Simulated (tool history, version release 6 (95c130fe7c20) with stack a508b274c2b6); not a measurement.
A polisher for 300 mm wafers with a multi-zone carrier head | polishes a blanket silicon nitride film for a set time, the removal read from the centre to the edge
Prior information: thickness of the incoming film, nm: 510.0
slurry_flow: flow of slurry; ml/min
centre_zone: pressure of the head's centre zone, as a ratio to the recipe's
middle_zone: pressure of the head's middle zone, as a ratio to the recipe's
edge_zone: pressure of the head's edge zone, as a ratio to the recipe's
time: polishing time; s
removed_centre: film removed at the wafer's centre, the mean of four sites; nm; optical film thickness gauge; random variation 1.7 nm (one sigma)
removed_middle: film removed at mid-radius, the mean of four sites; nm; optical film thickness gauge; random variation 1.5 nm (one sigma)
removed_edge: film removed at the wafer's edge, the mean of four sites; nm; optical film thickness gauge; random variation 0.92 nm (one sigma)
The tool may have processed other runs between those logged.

run,day,slurry_flow,centre_zone,middle_zone,edge_zone,time,removed_centre,removed_middle,removed_edge
1,0.000,275,1.00,1.00,1.00,52,96.141,100.610,101.86
2,0.075,275,1.00,1.00,1.06,52,96.778,97.953,104.82
3,0.200,280,1.02,1.01,1.07,54,102.080,103.370,108.47
4,0.250,280,1.10,1.01,1.07,54,110.640,103.490,109.46
5,0.275,310,1.10,1.01,1.07,54,112.920,106.580,110.79
# day 0.600: slurry nozzle cleaned
6,0.600,315,1.10,1.01,1.08,56,126.360,117.500,121.47
7,0.625,390,1.08,1.01,1.18,60,136.010,128.830,137.67
8,0.667,390,1.08,1.01,1.18,61,136.390,131.250,138.18

Run 9, settings as shown, results not yet in. Your forecast:
9,0.979,390,1.08,1.01,1.18,62,?,?,?

{"run 9": {"removed_centre": 138.35, "removed_middle": 134.06, "removed_edge": 142.14}}

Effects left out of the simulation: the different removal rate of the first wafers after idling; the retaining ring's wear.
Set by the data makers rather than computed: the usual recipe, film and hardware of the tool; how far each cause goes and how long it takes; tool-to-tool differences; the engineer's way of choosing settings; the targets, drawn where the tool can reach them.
